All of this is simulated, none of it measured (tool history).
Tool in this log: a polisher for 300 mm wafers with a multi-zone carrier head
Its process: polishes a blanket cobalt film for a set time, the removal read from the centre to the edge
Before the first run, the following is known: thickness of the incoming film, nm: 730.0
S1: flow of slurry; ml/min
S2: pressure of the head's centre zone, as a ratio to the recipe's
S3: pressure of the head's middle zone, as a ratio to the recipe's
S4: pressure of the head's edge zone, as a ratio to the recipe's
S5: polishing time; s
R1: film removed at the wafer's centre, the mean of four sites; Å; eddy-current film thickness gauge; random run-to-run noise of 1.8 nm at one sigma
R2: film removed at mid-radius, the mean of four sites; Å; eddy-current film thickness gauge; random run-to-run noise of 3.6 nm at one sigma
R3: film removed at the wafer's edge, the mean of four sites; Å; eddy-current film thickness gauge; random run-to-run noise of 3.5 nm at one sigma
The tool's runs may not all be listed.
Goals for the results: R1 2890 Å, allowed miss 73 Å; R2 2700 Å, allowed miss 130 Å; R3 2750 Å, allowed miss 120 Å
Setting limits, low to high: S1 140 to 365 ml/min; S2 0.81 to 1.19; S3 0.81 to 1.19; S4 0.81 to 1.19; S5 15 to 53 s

Run 1, hour 0: S1 235 ml/min, S2 1, S3 1, S4 1, S5 34 s. Result: R1 2038.8 Å, R2 1919 Å, R3 2000 Å.
Run 2, hour 3.7: S1 240 ml/min, S2 1.01, S3 1.02, S4 1.02, S5 35 s. Result: R1 2070.6 Å, R2 2050.9 Å, R3 2094.2 Å.
Run 3, hour 9.8: S1 245 ml/min, S2 1.03, S3 1.02, S4 1.03, S5 36 s. Result: R1 2245.3 Å, R2 2045.5 Å, R3 2141.8 Å.
Run 4, hour 17.3: S1 245 ml/min, S2 1.04, S3 1.04, S4 1.04, S5 37 s. Result: R1 2277 Å, R2 2197.6 Å, R3 2206.3 Å.
Run 5, hour 23.7: S1 250 ml/min, S2 1.05, S3 1.04, S4 1.06, S5 38 s. Result: R1 2377.5 Å, R2 2268.2 Å, R3 2304.6 Å.
Run 6, hour 31.8: S1 255 ml/min, S2 1.06, S3 1.04, S4 1.07, S5 39 s. Result: R1 2465.7 Å, R2 2329.2 Å, R3 2385.2 Å.
Run 7, hour 37.1: S1 260 ml/min, S2 1.07, S3 1.05, S4 1.08, S5 40 s. Result: R1 2551 Å, R2 2399.3 Å, R3 2549.5 Å.
Run 8, hour 42.3: S1 265 ml/min, S2 1.08, S3 1.06, S4 1.08, S5 40 s. Result: R1 2595.8 Å, R2 2411 Å, R3 2453.9 Å.
Run 9, hour 49.3: S1 265 ml/min, S2 1.09, S3 1.07, S4 1.09, S5 40 s. Result: R1 2617.4 Å, R2 2405.7 Å, R3 2453.7 Å.
At hour 51.1: worn pad replaced by a new one.
Run 10, hour 51.1: S1 265 ml/min, S2 1.09, S3 1.07, S4 1.1, S5 40 s. Result: R1 2788.4 Å, R2 2493.9 Å, R3 2687.4 Å.

4 next moves are on the table. One of them brings every result within its allowed miss. Which?
Run A, hour 52.9: S1 285 ml/min, S2 1.09, S3 1.07, S4 1.13, S5 39 s. Result: R1 ?, R2 ?, R3 ?.
Run B, hour 52.9: S1 270 ml/min, S2 1.04, S3 1.18, S4 1.07, S5 41 s. Result: R1 ?, R2 ?, R3 ?.
Run C, hour 52.9: S1 160 ml/min, S2 1.13, S3 1.02, S4 0.87, S5 44 s. Result: R1 ?, R2 ?, R3 ?.
Run D, hour 52.9: S1 275 ml/min, S2 1.07, S3 1.07, S4 1.05, S5 42 s. Result: R1 ?, R2 ?, R3 ?.

move      R1      R2      R3
   A  2752.8  2543.1  2539.4
   B  2743.2  2810.8  2590.1
   C  2912.4  2553.9  2397.3
   D    2897  2728.4  2637.8
A: its largest miss is bigger than the last run's
B: brings the result that was furthest off to its target, and leaves another outside
C: its largest miss is bigger than the last run's
D: hits every target within its allowed miss
Correct choice: D, which meets every target

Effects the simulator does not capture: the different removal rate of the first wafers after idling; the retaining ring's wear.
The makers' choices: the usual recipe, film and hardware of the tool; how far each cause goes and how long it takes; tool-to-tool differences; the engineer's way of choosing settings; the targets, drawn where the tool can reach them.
